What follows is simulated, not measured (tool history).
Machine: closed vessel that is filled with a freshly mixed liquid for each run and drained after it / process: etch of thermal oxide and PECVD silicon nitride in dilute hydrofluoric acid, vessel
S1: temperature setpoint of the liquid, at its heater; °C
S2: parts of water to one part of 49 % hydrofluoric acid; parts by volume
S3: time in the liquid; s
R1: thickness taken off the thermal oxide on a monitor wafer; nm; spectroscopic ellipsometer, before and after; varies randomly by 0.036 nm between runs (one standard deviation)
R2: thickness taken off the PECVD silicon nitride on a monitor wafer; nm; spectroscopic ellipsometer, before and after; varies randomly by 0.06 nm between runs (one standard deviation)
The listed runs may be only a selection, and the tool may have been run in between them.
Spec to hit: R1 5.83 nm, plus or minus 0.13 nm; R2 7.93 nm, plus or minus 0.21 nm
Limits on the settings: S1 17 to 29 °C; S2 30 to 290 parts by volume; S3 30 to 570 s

run 1 day=0 | S1=21 S2=160 S3=290 | R1=6.9817 R2=8.5231
run 2 day=0.121 | S1=21 S2=115 S3=290 | R1=10.175 R2=11.918
run 3 day=0.45 | S1=22 S2=115 S3=290 | R1=10.557 R2=12.689
run 4 day=0.588 | S1=22 S2=125 S3=295 | R1=9.7935 R2=11.974
run 5 day=0.767 | S1=25 S2=125 S3=295 | R1=11.02 R2=14.618
run 6 day=0.871 | S1=27.5 S2=125 S3=295 | R1=12.227 R2=17.063
run 7 day=1.012 | S1=27 S2=135 S3=300 | R1=10.994 R2=15.694
run 8 day=1.2 | S1=26.5 S2=145 S3=305 | R1=10.042 R2=14.156
run 9 day=1.488 | S1=26 S2=150 S3=310 | R1=9.7545 R2=13.398
run 10 day=1.783 | S1=26 S2=155 S3=310 | R1=9.3549 R2=13.251
run 11 day=1.821 | S1=25.5 S2=160 S3=315 | R1=8.9103 R2=12.503
run 12 day=2.146 | S1=25 S2=165 S3=320 | R1=8.5642 R2=12.005
run 13 day=2.483 | S1=24.5 S2=170 S3=325 | R1=8.2725 R2=11.506
run 14 day=2.646 | S1=24 S2=175 S3=330 | R1=7.9265 R2=10.985
run 15 day=2.854 | S1=23.5 S2=180 S3=335 | R1=7.6747 R2=10.477
run 16 day=2.992 | S1=23.5 S2=185 S3=335 | R1=7.4572 R2=10.115
run 17 day=3.362 | S1=23.5 S2=190 S3=335 | R1=7.1092 R2=9.9167
run 18 day=3.575 | S1=23 S2=190 S3=335 | R1=6.9928 R2=9.6401
run 19 day=3.754 | S1=22 S2=205 S3=345 | R1=6.3782 R2=8.5592
run 20 day=3.975 | S1=22 S2=215 S3=350 | R1=6.1738 R2=8.2838

Below are 4 possible settings for the next run. Only one of them brings all results inside the allowed miss of their targets. Which is it?
run A day=4.196 | S1=25 S2=215 S3=300 | R1=? R2=?
run B day=4.196 | S1=22.5 S2=210 S3=315 | R1=? R2=?
run C day=4.196 | S1=21 S2=205 S3=370 | R1=? R2=?
run D day=4.196 | S1=19.5 S2=240 S3=435 | R1=? R2=?

move=A R1=5.8272 R2=8.5405
move=B R1=5.7443 R2=7.8392
move=C R1=6.5649 R2=8.5597
move=D R1=6.0205 R2=7.8328
A: puts the biggest miss on target and leaves a different result outside tolerance
B: all results in spec
C: further off than the last run
D: an improvement on the last run, though not all results are within tolerance
B meets every target.
